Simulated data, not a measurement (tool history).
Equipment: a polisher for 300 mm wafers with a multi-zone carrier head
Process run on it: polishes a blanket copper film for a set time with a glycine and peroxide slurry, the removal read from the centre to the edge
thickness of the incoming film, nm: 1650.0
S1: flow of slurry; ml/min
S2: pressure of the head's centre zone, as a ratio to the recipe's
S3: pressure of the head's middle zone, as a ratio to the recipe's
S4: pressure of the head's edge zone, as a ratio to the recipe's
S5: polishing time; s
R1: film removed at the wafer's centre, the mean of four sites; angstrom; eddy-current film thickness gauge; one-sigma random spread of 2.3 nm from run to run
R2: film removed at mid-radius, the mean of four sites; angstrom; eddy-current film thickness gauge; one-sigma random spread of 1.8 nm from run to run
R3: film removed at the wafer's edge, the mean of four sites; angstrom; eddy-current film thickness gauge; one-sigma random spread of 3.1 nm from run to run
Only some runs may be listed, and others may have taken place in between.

{"run": 1, "hour": 0.0, "S1": 255, "S2": 1.0, "S3": 1.0, "S4": 1.0, "S5": 30, "R1": 2081.7, "R2": 2084.2, "R3": 2123.4}
{"run": 2, "hour": 5.6, "S1": 255, "S2": 0.95, "S3": 1.0, "S4": 1.0, "S5": 30, "R1": 1984.4, "R2": 2074.8, "R3": 2129.6}
{"run": 3, "hour": 14.0, "S1": 255, "S2": 0.9, "S3": 1.0, "S4": 1.0, "S5": 30, "R1": 1909.2, "R2": 2077.4, "R3": 2150.9}
{"run": 4, "hour": 20.7, "S1": 255, "S2": 0.9, "S3": 0.93, "S4": 1.0, "S5": 30, "R1": 1895.7, "R2": 1974.6, "R3": 2138.8}
{"run": 5, "hour": 25.4, "S1": 255, "S2": 0.97, "S3": 0.93, "S4": 1.0, "S5": 30, "R1": 2031.7, "R2": 1956.0, "R3": 2185.1}
{"run": 6, "hour": 32.1, "S1": 265, "S2": 1.01, "S3": 0.95, "S4": 1.04, "S5": 32, "R1": 2280.1, "R2": 2137.3, "R3": 2320.8}
{"run": 7, "hour": 34.9, "S1": 260, "S2": 1.01, "S3": 0.95, "S4": 1.06, "S5": 34, "R1": 2424.5, "R2": 2262.3, "R3": 2521.8}

Predict the results of run 8:
{"run": 8, "hour": 39.9, "S1": 270, "S2": 1.02, "S3": 0.96, "S4": 1.09, "S5": 35, "R1": "?", "R2": "?", "R3": "?"}

{"run 8": {"R1": 2521.3, "R2": 2377.9, "R3": 2619.5}}
